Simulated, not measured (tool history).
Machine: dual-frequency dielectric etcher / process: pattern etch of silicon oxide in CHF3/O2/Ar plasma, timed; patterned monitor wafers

run,hour,source power (kW),bias power (kW),etch time (s),mean etch depth across the wafer (nm)
1,0,0.64,0.219,444.5,974.14
2,8.7,0.64,0.219,444.5,969.88
3,10.6,0.57,0.219,444.5,943.22
4,12.9,0.56,0.218,444.5,930.55
5,16.9,0.56,0.236,444.5,949.17
6,17.9,0.55,0.235,444.5,942.23
7,25.7,0.54,0.234,444.5,933.76
8,30.3,0.53,0.234,444.5,932.92

Run 9 is up next; what results do you expect?
9,35.7,0.53,0.234,444.5,?

{"run 9": {"mean etch depth across the wafer (nm)": 937.04}}
